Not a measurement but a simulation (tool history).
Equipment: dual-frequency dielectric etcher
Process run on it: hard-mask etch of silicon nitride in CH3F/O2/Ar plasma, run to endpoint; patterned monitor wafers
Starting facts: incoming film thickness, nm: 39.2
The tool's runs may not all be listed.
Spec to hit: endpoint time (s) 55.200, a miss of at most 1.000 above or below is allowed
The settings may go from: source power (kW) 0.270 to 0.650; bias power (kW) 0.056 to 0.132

| run | hour | source power (kW) | bias power (kW) | endpoint time (s) |
|---|---|---|---|---|
| 1 | 0.0 | 0.460 | 0.094 | 49.044 |
| 2 | 0.6 | 0.460 | 0.100 | 47.739 |
| 3 | 3.2 | 0.500 | 0.100 | 46.096 |
| 4 | 5.0 | 0.420 | 0.100 | 49.976 |
| 5 | 8.6 | 0.460 | 0.100 | 48.016 |
| 6 | 13.8 | 0.460 | 0.088 | 49.807 |
| 7 | 19.3 | 0.430 | 0.087 | 51.616 |
| 8 | 20.7 | 0.350 | 0.085 | 56.435 |

Which of these 5 next moves meets every target?
| A | 22.1 | 0.370 | 0.085 | ? |
| B | 22.1 | 0.400 | 0.065 | ? |
| C | 22.1 | 0.350 | 0.081 | ? |
| D | 22.1 | 0.340 | 0.078 | ? |
| E | 22.1 | 0.350 | 0.082 | ? |

| move | endpoint time (s) |
|---|---|
| A | 55.801 |
| B | 58.388 |
| C | 57.910 |
| D | 59.262 |
| E | 57.698 |
A: each result inside its tolerance
B: further off than the last run
C: further off than the last run
D: further off than the last run
E: further off than the last run
Go with A: it meets all targets.
